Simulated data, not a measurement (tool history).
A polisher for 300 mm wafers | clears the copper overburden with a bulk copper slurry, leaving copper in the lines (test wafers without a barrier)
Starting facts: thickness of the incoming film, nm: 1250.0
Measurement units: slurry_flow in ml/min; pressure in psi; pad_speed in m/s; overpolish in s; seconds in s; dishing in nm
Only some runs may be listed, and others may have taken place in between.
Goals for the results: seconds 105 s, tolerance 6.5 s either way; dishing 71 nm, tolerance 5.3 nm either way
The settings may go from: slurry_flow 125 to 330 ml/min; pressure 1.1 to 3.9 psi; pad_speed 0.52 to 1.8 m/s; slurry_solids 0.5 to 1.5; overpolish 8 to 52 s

run    day  slurry_flow  pressure  pad_speed  slurry_solids  overpolish  seconds  dishing
  1      0          210       2.5       1.16              1          26    160.4   69.492
  2  0.233          210       2.5       0.98              1          26   188.07   64.976
  3  0.321          210       2.5       1.14              1          26   164.59   67.049
  4    0.4          210       2.8       1.16              1          23   146.66   70.702
  5  0.621          210       3.4       1.16              1          23   123.28    73.19
  6  0.962          250       3.4       1.16              1          23   121.09   71.074
  7  1.017          250       3.5       1.16              1          22   118.86   72.135
  8  1.283          250       3.5       1.16              1          22   116.56   71.838
  9  1.608          250       3.5       1.16              1          22   120.53   69.502
 10  1.629          250       3.5       1.16              1          22   116.73   74.224
 11  1.933          250       3.6       1.16              1          20   110.42   70.786
 12  2.196          250       3.7       1.16              1          19   109.63   72.815

5 next moves are on the table. One of them brings every result within its allowed miss. Which?
  A  2.458          180       3.6       1.18            0.9          30        ?        ?
  B  2.458          270       3.5       1.32           0.95          16        ?        ?
  C  2.458          270       3.6       1.12           1.05          23        ?        ?
  D  2.458          260       3.6       1.06            0.9          23        ?        ?
  E  2.458          220       3.9        1.1           1.15          49        ?        ?

move  seconds  dishing
   A    120.1   78.193
   B   105.07    68.89
   C   117.33   74.474
   D   128.63   72.679
   E   110.52   82.789
A: misses by more than the last run did
B: each result inside its tolerance
C: misses by more than the last run did
D: misses by more than the last run did
E: the furthest-off result lands on target, but another misses its tolerance
Go with B: it meets all targets.

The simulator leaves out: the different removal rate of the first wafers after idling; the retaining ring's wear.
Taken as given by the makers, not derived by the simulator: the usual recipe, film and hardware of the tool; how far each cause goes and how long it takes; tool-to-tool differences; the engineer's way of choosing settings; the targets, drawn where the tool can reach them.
